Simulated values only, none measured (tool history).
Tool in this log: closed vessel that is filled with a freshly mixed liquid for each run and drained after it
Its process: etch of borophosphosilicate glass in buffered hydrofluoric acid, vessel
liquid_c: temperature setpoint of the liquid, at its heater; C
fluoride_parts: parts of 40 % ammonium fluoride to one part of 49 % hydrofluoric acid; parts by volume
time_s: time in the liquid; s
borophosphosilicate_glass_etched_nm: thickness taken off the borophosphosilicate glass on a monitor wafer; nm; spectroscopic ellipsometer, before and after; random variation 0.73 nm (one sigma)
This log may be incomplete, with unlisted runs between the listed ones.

run	hour	liquid_c	fluoride_parts	time_s	borophosphosilicate_glass_etched_nm
1	0	23	23	105	104.41
2	6.5	21.5	23	105	96.878
3	14.2	24.5	23	105	116.36
4	16.2	24.5	28.5	105	97.735
5	23	22.5	28.5	105	87.818
6	29.7	22	28.5	105	84.525

Run 7 comes next. What will it give?
7	30.3	21.5	28.5	105	?

{"run 7": {"borophosphosilicate_glass_etched_nm": 82.829}}

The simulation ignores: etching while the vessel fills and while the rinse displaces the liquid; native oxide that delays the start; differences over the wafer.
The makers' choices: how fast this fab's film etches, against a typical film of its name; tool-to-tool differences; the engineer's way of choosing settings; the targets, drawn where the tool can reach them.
